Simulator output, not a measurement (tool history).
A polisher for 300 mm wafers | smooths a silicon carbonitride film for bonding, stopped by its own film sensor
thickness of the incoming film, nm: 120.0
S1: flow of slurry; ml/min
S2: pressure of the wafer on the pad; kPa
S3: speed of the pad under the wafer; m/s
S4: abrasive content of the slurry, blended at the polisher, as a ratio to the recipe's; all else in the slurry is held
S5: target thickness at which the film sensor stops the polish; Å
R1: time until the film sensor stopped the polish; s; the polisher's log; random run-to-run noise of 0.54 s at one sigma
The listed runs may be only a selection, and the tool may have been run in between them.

{"run": 1, "hour": 0.0, "S1": 130, "S2": 17.2, "S3": 1.16, "S4": 1.0, "S5": 1090, "R1": 26.194}
{"run": 2, "hour": 1.8, "S1": 130, "S2": 15.9, "S3": 1.16, "S4": 1.0, "S5": 1090, "R1": 28.512}
{"run": 3, "hour": 9.7, "S1": 130, "S2": 15.2, "S3": 1.16, "S4": 1.0, "S5": 1090, "R1": 29.448}
{"run": 4, "hour": 14.9, "S1": 130, "S2": 15.2, "S3": 1.16, "S4": 1.0, "S5": 1090, "R1": 29.566}
{"run": 5, "hour": 19.0, "S1": 130, "S2": 15.2, "S3": 1.16, "S4": 1.0, "S5": 1090, "R1": 29.348}
{"run": 6, "hour": 26.8, "S1": 130, "S2": 14.5, "S3": 1.16, "S4": 1.0, "S5": 1090, "R1": 30.305}
{"run": 7, "hour": 32.1, "S1": 130, "S2": 13.8, "S3": 1.16, "S4": 1.0, "S5": 1090, "R1": 31.561}
{"run": 8, "hour": 36.0, "S1": 130, "S2": 13.1, "S3": 1.16, "S4": 1.0, "S5": 1090, "R1": 33.442}
{"run": 9, "hour": 40.0, "S1": 130, "S2": 12.4, "S3": 1.16, "S4": 1.0, "S5": 1090, "R1": 35.471}
{"run": 10, "hour": 44.0, "S1": 130, "S2": 11.7, "S3": 1.16, "S4": 1.0, "S5": 1090, "R1": 36.856}

Run 11 has not been measured yet. What should we expect?
{"run": 11, "hour": 50.9, "S1": 130, "S2": 11.0, "S3": 1.16, "S4": 1.0, "S5": 1090, "R1": "?"}

{"run 11": {"R1": 38.636}}
